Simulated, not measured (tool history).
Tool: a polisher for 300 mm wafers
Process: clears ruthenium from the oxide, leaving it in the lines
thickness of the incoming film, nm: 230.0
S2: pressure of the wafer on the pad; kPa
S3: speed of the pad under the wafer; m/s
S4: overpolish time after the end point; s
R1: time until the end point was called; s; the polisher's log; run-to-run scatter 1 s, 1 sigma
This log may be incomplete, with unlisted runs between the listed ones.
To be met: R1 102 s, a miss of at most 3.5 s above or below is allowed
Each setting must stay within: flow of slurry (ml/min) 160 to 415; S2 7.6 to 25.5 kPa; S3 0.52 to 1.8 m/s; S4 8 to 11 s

{"run": 1, "hour": 0.0, "flow of slurry (ml/min)": 265, "S2": 16.5, "S3": 1.16, "S4": 11, "R1": 148.53}
{"run": 2, "hour": 8.5, "flow of slurry (ml/min)": 265, "S2": 17.9, "S3": 1.16, "S4": 11, "R1": 140.3}
{"run": 3, "hour": 13.0, "flow of slurry (ml/min)": 290, "S2": 17.9, "S3": 1.16, "S4": 11, "R1": 138.79}
{"run": 4, "hour": 16.2, "flow of slurry (ml/min)": 330, "S2": 17.9, "S3": 1.16, "S4": 11, "R1": 140.16}
{"run": 5, "hour": 21.3, "flow of slurry (ml/min)": 330, "S2": 19.3, "S3": 1.16, "S4": 11, "R1": 131.72}
{"run": 6, "hour": 28.7, "flow of slurry (ml/min)": 330, "S2": 20.7, "S3": 1.16, "S4": 11, "R1": 122.43}
{"run": 7, "hour": 30.7, "flow of slurry (ml/min)": 330, "S2": 20.7, "S3": 1.16, "S4": 11, "R1": 122.95}
{"run": 8, "hour": 37.8, "flow of slurry (ml/min)": 335, "S2": 24.1, "S3": 1.18, "S4": 11, "R1": 105.78}

Of the 5 settings listed for the next run, only one would bring every result within its allowed miss of target. Which one?
{"run": "A", "hour": 44.9, "flow of slurry (ml/min)": 415, "S2": 24.8, "S3": 1.12, "S4": 8, "R1": "?"}
{"run": "B", "hour": 44.9, "flow of slurry (ml/min)": 220, "S2": 21.4, "S3": 1.42, "S4": 8, "R1": "?"}
{"run": "C", "hour": 44.9, "flow of slurry (ml/min)": 405, "S2": 23.4, "S3": 1.18, "S4": 11, "R1": "?"}
{"run": "D", "hour": 44.9, "flow of slurry (ml/min)": 315, "S2": 24.1, "S3": 1.12, "S4": 11, "R1": "?"}
{"run": "E", "hour": 44.9, "flow of slurry (ml/min)": 280, "S2": 24.1, "S3": 1.18, "S4": 8, "R1": "?"}

move=A R1=108.64
move=B R1=103.25
move=C R1=108.49
move=D R1=113.53
move=E R1=109.06
A: its largest miss is bigger than the last run's
B: each result inside its tolerance
C: its largest miss is bigger than the last run's
D: its largest miss is bigger than the last run's
E: its largest miss is bigger than the last run's
Correct choice: B, which meets every target
